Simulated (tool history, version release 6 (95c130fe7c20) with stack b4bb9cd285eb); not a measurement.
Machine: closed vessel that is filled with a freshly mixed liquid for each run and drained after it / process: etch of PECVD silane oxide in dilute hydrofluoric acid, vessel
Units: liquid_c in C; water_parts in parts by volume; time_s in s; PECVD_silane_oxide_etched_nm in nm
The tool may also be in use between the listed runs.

{"run": 1, "hour": 0.0, "liquid_c": 22.0, "water_parts": 95, "time_s": 30, "PECVD_silane_oxide_etched_nm": 15.377}
{"run": 2, "hour": 2.4, "liquid_c": 22.0, "water_parts": 110, "time_s": 30, "PECVD_silane_oxide_etched_nm": 13.124}
{"run": 3, "hour": 5.7, "liquid_c": 24.0, "water_parts": 100, "time_s": 30, "PECVD_silane_oxide_etched_nm": 15.715}
{"run": 4, "hour": 9.4, "liquid_c": 25.5, "water_parts": 90, "time_s": 30, "PECVD_silane_oxide_etched_nm": 18.771}
{"run": 5, "hour": 14.2, "liquid_c": 26.5, "water_parts": 85, "time_s": 30, "PECVD_silane_oxide_etched_nm": 21.059}
{"run": 6, "hour": 17.6, "liquid_c": 25.0, "water_parts": 85, "time_s": 30, "PECVD_silane_oxide_etched_nm": 19.552}
{"run": 7, "hour": 18.7, "liquid_c": 26.5, "water_parts": 80, "time_s": 30, "PECVD_silane_oxide_etched_nm": 22.348}

What does the tool deliver on the next run?
{"run": 8, "hour": 27.1, "liquid_c": 30.0, "water_parts": 75, "time_s": 30, "PECVD_silane_oxide_etched_nm": "?"}

PECVD_silane_oxide_etched_nm: 27.490 nm
